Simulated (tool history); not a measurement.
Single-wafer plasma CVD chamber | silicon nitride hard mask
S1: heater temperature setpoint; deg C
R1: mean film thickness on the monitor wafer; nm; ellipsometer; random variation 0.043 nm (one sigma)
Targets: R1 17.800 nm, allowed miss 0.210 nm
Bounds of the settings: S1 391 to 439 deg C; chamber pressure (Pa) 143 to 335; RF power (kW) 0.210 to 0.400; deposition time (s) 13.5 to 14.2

run 1 day=0.000 | S1=415 chamber_pressure_(Pa)=239 RF_power_(kW)=0.305 deposition_time_(s)=14.2 | R1=14.884
run 2 day=0.192 | S1=415 chamber_pressure_(Pa)=268 RF_power_(kW)=0.315 deposition_time_(s)=14.2 | R1=15.543
run 3 day=0.367 | S1=415 chamber_pressure_(Pa)=288 RF_power_(kW)=0.330 deposition_time_(s)=14.2 | R1=16.255
run 4 day=0.688 | S1=415 chamber_pressure_(Pa)=271 RF_power_(kW)=0.330 deposition_time_(s)=14.2 | R1=16.068
run 5 day=1.021 | S1=415 chamber_pressure_(Pa)=271 RF_power_(kW)=0.360 deposition_time_(s)=14.2 | R1=16.994
run 6 day=1.304 | S1=415 chamber_pressure_(Pa)=284 RF_power_(kW)=0.360 deposition_time_(s)=14.2 | R1=17.225
run 7 day=1.567 | S1=415 chamber_pressure_(Pa)=293 RF_power_(kW)=0.360 deposition_time_(s)=14.2 | R1=17.311
run 8 day=1.633 | S1=415 chamber_pressure_(Pa)=303 RF_power_(kW)=0.360 deposition_time_(s)=14.2 | R1=17.364
run 9 day=1.675 | S1=415 chamber_pressure_(Pa)=311 RF_power_(kW)=0.360 deposition_time_(s)=14.2 | R1=17.439

5 next moves are on the table. One of them brings every result within its allowed miss. Which?
run A day=1.717 | S1=420 chamber_pressure_(Pa)=331 RF_power_(kW)=0.375 deposition_time_(s)=14.0 | R1=?
run B day=1.717 | S1=419 chamber_pressure_(Pa)=308 RF_power_(kW)=0.360 deposition_time_(s)=14.1 | R1=?
run C day=1.717 | S1=430 chamber_pressure_(Pa)=335 RF_power_(kW)=0.380 deposition_time_(s)=14.2 | R1=?
run D day=1.717 | S1=414 chamber_pressure_(Pa)=324 RF_power_(kW)=0.345 deposition_time_(s)=14.1 | R1=?
run E day=1.717 | S1=416 chamber_pressure_(Pa)=315 RF_power_(kW)=0.385 deposition_time_(s)=13.5 | R1=?

move=A R1=17.893
move=B R1=17.316
move=C R1=18.272
move=D R1=17.004
move=E R1=17.436
A: meets every target
B: further off than the last run
C: takes the result that was furthest off past its target
D: further off than the last run
E: as far off as the last run
Move A is the one to make.

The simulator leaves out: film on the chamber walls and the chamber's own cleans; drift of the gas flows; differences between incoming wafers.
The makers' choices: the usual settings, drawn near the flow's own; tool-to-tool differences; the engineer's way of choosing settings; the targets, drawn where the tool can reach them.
